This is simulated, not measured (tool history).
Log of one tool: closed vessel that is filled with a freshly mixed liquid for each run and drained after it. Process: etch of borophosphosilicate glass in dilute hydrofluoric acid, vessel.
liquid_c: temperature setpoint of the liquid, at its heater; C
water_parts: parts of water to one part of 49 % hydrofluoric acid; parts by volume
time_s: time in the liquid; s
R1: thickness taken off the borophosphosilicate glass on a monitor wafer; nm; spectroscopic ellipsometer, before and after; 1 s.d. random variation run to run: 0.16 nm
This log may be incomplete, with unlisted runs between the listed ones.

Run 1, hour 0.0: liquid_c 24 C, water_parts 285 parts by volume, time_s 320 s. Result: R1 24.464 nm.
Run 2, hour 6.2: liquid_c 24 C, water_parts 285 parts by volume, time_s 340 s. Result: R1 26.129 nm.
Run 3, hour 10.3: liquid_c 26 C, water_parts 285 parts by volume, time_s 340 s. Result: R1 27.911 nm.
Run 4, hour 15.9: liquid_c 25 C, water_parts 290 parts by volume, time_s 340 s. Result: R1 26.077 nm.
Run 5, hour 19.5: liquid_c 24 C, water_parts 295 parts by volume, time_s 340 s. Result: R1 24.791 nm.
Run 6, hour 28.8: liquid_c 26 C, water_parts 295 parts by volume, time_s 340 s. Result: R1 26.920 nm.
Run 7, hour 34.1: liquid_c 25 C, water_parts 295 parts by volume, time_s 340 s. Result: R1 26.334 nm.

What does the tool deliver on the next run?
Run 8, hour 35.9: liquid_c 24 C, water_parts 300 parts by volume, time_s 340 s. Result: R1 ?.

R1: 24.163 nm
